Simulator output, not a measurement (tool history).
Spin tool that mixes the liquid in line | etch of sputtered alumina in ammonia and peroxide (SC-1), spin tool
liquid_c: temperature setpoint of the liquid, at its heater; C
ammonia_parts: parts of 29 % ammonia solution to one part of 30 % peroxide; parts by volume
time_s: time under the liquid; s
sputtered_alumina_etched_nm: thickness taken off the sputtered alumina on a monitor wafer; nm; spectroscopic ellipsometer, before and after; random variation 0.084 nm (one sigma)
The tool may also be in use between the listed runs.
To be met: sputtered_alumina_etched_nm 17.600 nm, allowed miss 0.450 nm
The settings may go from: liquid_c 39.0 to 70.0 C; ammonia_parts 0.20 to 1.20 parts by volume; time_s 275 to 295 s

run 1 hour=0.0 | liquid_c=55.0 ammonia_parts=0.70 time_s=275 | sputtered_alumina_etched_nm=25.932
run 2 hour=4.3 | liquid_c=53.5 ammonia_parts=0.70 time_s=275 | sputtered_alumina_etched_nm=23.936
run 3 hour=7.3 | liquid_c=52.5 ammonia_parts=0.70 time_s=275 | sputtered_alumina_etched_nm=22.621
run 4 hour=13.9 | liquid_c=52.5 ammonia_parts=0.90 time_s=275 | sputtered_alumina_etched_nm=22.936
run 5 hour=16.8 | liquid_c=52.5 ammonia_parts=1.10 time_s=275 | sputtered_alumina_etched_nm=23.747
run 6 hour=17.8 | liquid_c=52.5 ammonia_parts=1.20 time_s=275 | sputtered_alumina_etched_nm=23.669
run 7 hour=19.7 | liquid_c=51.5 ammonia_parts=1.20 time_s=275 | sputtered_alumina_etched_nm=22.489
run 8 hour=28.4 | liquid_c=46.0 ammonia_parts=1.20 time_s=275 | sputtered_alumina_etched_nm=16.672

Which of these 5 next moves meets every target?
run A hour=37.1 | liquid_c=44.0 ammonia_parts=1.20 time_s=285 | sputtered_alumina_etched_nm=?
run B hour=37.1 | liquid_c=45.5 ammonia_parts=1.00 time_s=275 | sputtered_alumina_etched_nm=?
run C hour=37.1 | liquid_c=45.0 ammonia_parts=1.10 time_s=295 | sputtered_alumina_etched_nm=?
run D hour=37.1 | liquid_c=47.5 ammonia_parts=0.95 time_s=275 | sputtered_alumina_etched_nm=?
run E hour=37.1 | liquid_c=44.5 ammonia_parts=1.20 time_s=290 | sputtered_alumina_etched_nm=?

move=A sputtered_alumina_etched_nm=15.345
move=B sputtered_alumina_etched_nm=15.850
move=C sputtered_alumina_etched_nm=16.677
move=D sputtered_alumina_etched_nm=17.653
move=E sputtered_alumina_etched_nm=16.067
A: further off than the last run
B: further off than the last run
C: as far off as the last run
D: meets every target
E: further off than the last run
The right move is D.

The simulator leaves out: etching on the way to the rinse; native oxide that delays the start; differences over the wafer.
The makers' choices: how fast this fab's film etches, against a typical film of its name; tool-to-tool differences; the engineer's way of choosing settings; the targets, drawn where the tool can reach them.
